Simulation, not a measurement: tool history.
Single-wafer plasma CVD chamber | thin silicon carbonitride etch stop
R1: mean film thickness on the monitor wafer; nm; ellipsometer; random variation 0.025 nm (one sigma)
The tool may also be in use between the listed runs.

Run 1, hour 0: RF power (kW) 0.22, deposition time (s) 18.4. Result: R1 11.357 nm.
Run 2, hour 3.8: RF power (kW) 0.215, deposition time (s) 18.1. Result: R1 11.141 nm.
Run 3, hour 8.6: RF power (kW) 0.21, deposition time (s) 17.8. Result: R1 10.899 nm.
Run 4, hour 10.6: RF power (kW) 0.235, deposition time (s) 17.8. Result: R1 11.125 nm.
Run 5, hour 17.1: RF power (kW) 0.235, deposition time (s) 16.4. Result: R1 10.241 nm.
Run 6, hour 20.1: RF power (kW) 0.235, deposition time (s) 16.2. Result: R1 10.119 nm.
Run 7, hour 26.4: RF power (kW) 0.235, deposition time (s) 16.1. Result: R1 10.045 nm.
Run 8, hour 30.2: RF power (kW) 0.235, deposition time (s) 16. Result: R1 9.9613 nm.
Run 9, hour 35.5: RF power (kW) 0.235, deposition time (s) 15.9. Result: R1 9.9474 nm.
Run 10, hour 37.5: RF power (kW) 0.235, deposition time (s) 15.8. Result: R1 9.9597 nm.
Run 11, hour 45.1: RF power (kW) 0.235, deposition time (s) 15.7. Result: R1 9.8423 nm.
Run 12, hour 49.1: RF power (kW) 0.235, deposition time (s) 15.7. Result: R1 9.8357 nm.
Run 13, hour 51.6: RF power (kW) 0.235, deposition time (s) 15.6. Result: R1 9.7517 nm.

The next listed run, before its measurement:
Run 14, hour 56: RF power (kW) 0.235, deposition time (s) 15.6. Result: R1 ?.

{"run 14": {"R1": 9.7568}}

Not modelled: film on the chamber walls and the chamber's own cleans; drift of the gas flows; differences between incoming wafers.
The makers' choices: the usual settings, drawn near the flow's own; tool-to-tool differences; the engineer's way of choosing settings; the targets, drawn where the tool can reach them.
